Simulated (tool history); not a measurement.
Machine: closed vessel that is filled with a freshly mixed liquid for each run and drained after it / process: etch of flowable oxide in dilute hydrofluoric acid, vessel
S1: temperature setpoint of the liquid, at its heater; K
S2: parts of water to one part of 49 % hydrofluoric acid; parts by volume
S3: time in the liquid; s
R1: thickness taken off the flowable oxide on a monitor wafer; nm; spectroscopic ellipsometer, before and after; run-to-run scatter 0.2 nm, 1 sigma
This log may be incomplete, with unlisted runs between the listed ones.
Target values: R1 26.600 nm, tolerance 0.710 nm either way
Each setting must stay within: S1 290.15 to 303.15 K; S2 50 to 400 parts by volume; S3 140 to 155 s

run,hour,S1,S2,S3,R1
1,0.0,295.15,225,140,35.003
2,6.4,294.15,230,140,33.256
3,10.3,293.15,235,140,30.547
4,12.8,292.65,235,140,30.231
5,14.9,292.65,235,140,30.479
6,19.4,292.65,235,140,30.192
7,27.5,292.15,235,140,29.547
8,33.6,291.65,235,140,28.941
9,39.2,291.15,235,140,28.394

Of the 4 settings listed for the next run, only one would bring every result within its allowed miss of target. Which one?
A,44.8,291.15,255,155,?
B,44.8,292.65,285,155,?
C,44.8,295.15,245,140,?
D,44.8,293.65,255,150,?

move,R1
A,28.436
B,26.211
C,31.353
D,30.242
A: no nearer and no further than the last run
B: all results in spec
C: the biggest miss grows against the last run
D: the biggest miss grows against the last run
The move that meets every target is B.

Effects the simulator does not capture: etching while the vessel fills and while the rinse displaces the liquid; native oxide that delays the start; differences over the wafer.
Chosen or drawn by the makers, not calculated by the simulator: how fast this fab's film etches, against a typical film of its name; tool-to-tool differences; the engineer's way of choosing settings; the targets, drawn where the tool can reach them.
